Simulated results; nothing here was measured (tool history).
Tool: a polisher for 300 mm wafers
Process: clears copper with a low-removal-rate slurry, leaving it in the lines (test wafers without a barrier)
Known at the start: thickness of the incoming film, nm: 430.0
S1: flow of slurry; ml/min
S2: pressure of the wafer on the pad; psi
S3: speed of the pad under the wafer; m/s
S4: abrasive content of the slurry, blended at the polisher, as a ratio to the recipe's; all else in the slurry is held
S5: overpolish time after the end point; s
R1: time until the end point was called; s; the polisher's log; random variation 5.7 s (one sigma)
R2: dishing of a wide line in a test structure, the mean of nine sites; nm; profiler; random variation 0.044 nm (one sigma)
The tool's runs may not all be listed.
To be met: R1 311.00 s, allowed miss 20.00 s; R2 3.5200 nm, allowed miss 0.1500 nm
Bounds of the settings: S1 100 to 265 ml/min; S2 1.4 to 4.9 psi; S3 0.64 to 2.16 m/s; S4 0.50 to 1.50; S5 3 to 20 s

Run 1, hour 0.0: S1 170 ml/min, S2 3.1 psi, S3 1.40 m/s, S4 1.00, S5 10 s. Result: R1 118.02 s, R2 27.0970 nm.
Run 2, hour 1.6: S1 155 ml/min, S2 2.7 psi, S3 1.22 m/s, S4 0.90, S5 8 s. Result: R1 160.38 s, R2 17.3300 nm.
Run 3, hour 9.2: S1 140 ml/min, S2 2.4 psi, S3 1.08 m/s, S4 0.80, S5 7 s. Result: R1 208.25 s, R2 11.9830 nm.
Run 4, hour 18.1: S1 140 ml/min, S2 3.0 psi, S3 1.08 m/s, S4 0.80, S5 7 s. Result: R1 164.88 s, R2 14.7180 nm.
Run 5, hour 22.0: S1 140 ml/min, S2 3.0 psi, S3 1.08 m/s, S4 0.70, S5 7 s. Result: R1 169.27 s, R2 14.4280 nm.
Run 6, hour 24.6: S1 130 ml/min, S2 2.7 psi, S3 0.98 m/s, S4 0.65, S5 6 s. Result: R1 211.47 s, R2 10.2850 nm.
Run 7, hour 31.7: S1 125 ml/min, S2 2.5 psi, S3 0.90 m/s, S4 0.60, S5 5 s. Result: R1 243.77 s, R2 7.3272 nm.
Run 8, hour 35.0: S1 120 ml/min, S2 2.4 psi, S3 0.84 m/s, S4 0.60, S5 5 s. Result: R1 279.18 s, R2 6.5244 nm.
Run 9, hour 37.5: S1 115 ml/min, S2 2.4 psi, S3 0.80 m/s, S4 0.60, S5 5 s. Result: R1 292.91 s, R2 6.3346 nm.
Run 10, hour 39.7: S1 135 ml/min, S2 2.2 psi, S3 0.78 m/s, S4 0.60, S5 5 s. Result: R1 305.45 s, R2 5.9582 nm.
Run 11, hour 42.0: S1 165 ml/min, S2 2.0 psi, S3 0.74 m/s, S4 0.60, S5 5 s. Result: R1 327.16 s, R2 5.4313 nm.
Run 12, hour 45.4: S1 190 ml/min, S2 1.9 psi, S3 0.72 m/s, S4 0.60, S5 5 s. Result: R1 331.00 s, R2 5.1293 nm.
Run 13, hour 48.7: S1 240 ml/min, S2 1.4 psi, S3 0.74 m/s, S4 0.70, S5 3 s. Result: R1 421.20 s, R2 2.6065 nm.
Run 14, hour 52.4: S1 245 ml/min, S2 1.6 psi, S3 0.76 m/s, S4 0.70, S5 3 s. Result: R1 372.31 s, R2 2.9962 nm.
Run 15, hour 56.1: S1 245 ml/min, S2 1.6 psi, S3 0.76 m/s, S4 0.70, S5 3 s. Result: R1 363.82 s, R2 2.9717 nm.
Run 16, hour 60.2: S1 245 ml/min, S2 1.7 psi, S3 0.76 m/s, S4 0.70, S5 3 s. Result: R1 344.31 s, R2 3.2134 nm.
Run 17, hour 61.8: S1 250 ml/min, S2 1.8 psi, S3 0.76 m/s, S4 0.70, S5 3 s. Result: R1 332.06 s, R2 3.3507 nm.

4 next moves are on the table. One of them brings every result within its allowed miss. Which?
Run A, hour 63.4: S1 240 ml/min, S2 1.9 psi, S3 0.66 m/s, S4 0.65, S5 3 s. Result: R1 ?, R2 ?.
Run B, hour 63.4: S1 260 ml/min, S2 2.1 psi, S3 0.66 m/s, S4 0.70, S5 3 s. Result: R1 ?, R2 ?.
Run C, hour 63.4: S1 265 ml/min, S2 1.7 psi, S3 0.70 m/s, S4 0.70, S5 3 s. Result: R1 ?, R2 ?.
Run D, hour 63.4: S1 265 ml/min, S2 1.9 psi, S3 0.64 m/s, S4 0.75, S5 3 s. Result: R1 ?, R2 ?.

move      R1      R2
   A  347.44  3.1288
   B  307.65  3.5284
   C  361.09  3.0109
   D  339.16  3.2041
A: further off than the last run
B: meets every target
C: further off than the last run
D: further off than the last run
Move B is the one to make.

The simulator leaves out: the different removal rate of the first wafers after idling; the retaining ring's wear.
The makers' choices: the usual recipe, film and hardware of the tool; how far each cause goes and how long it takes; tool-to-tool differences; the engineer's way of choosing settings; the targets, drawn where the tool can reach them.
